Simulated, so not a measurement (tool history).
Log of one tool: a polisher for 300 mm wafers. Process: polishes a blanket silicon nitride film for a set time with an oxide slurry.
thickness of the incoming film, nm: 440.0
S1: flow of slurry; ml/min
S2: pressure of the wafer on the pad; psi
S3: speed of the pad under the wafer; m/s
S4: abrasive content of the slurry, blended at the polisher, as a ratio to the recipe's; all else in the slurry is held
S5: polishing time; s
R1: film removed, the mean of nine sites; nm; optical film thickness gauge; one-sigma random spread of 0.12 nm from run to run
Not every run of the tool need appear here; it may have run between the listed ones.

Run 1, day 0: S1 140 ml/min, S2 3 psi, S3 1.12 m/s, S4 1, S5 30 s. Result: R1 15.716 nm.
Run 2, day 0.217: S1 140 ml/min, S2 2.8 psi, S3 1.12 m/s, S4 1, S5 30 s. Result: R1 14.966 nm.
Run 3, day 0.25: S1 140 ml/min, S2 2.6 psi, S3 1.12 m/s, S4 1, S5 30 s. Result: R1 13.662 nm.
Run 4, day 0.383: S1 140 ml/min, S2 2.6 psi, S3 1.12 m/s, S4 1.15, S5 30 s. Result: R1 14.551 nm.
Run 5, day 0.438: S1 140 ml/min, S2 2.4 psi, S3 1.12 m/s, S4 1.15, S5 30 s. Result: R1 13.205 nm.
Run 6, day 0.546: S1 140 ml/min, S2 2.4 psi, S3 1.12 m/s, S4 1.15, S5 30 s. Result: R1 13.225 nm.
Run 7, day 0.579: S1 140 ml/min, S2 2.4 psi, S3 1.12 m/s, S4 1.15, S5 30 s. Result: R1 13.472 nm.
Run 8, day 0.725: S1 140 ml/min, S2 2.2 psi, S3 1.12 m/s, S4 1.15, S5 30 s. Result: R1 12.034 nm.
Run 9, day 0.862: S1 140 ml/min, S2 2.1 psi, S3 1.12 m/s, S4 1.15, S5 30 s. Result: R1 11.853 nm.
Run 10, day 1.108: S1 125 ml/min, S2 1.5 psi, S3 1.1 m/s, S4 1.15, S5 30 s. Result: R1 8.1269 nm.
Run 11, day 1.242: S1 135 ml/min, S2 1.5 psi, S3 1.1 m/s, S4 1.15, S5 30 s. Result: R1 8.2186 nm.
Run 12, day 1.562: S1 140 ml/min, S2 1.5 psi, S3 1.1 m/s, S4 1.15, S5 30 s. Result: R1 8.5819 nm.
Run 13, day 1.675: S1 145 ml/min, S2 1.5 psi, S3 1.1 m/s, S4 1.15, S5 30 s. Result: R1 8.604 nm.

Estimate the outcome of run 14 from the log above:
Run 14, day 1.962: S1 150 ml/min, S2 1.5 psi, S3 1.1 m/s, S4 1.15, S5 30 s. Result: R1 ?.

Run 14 gave R1 8.5126 nm.

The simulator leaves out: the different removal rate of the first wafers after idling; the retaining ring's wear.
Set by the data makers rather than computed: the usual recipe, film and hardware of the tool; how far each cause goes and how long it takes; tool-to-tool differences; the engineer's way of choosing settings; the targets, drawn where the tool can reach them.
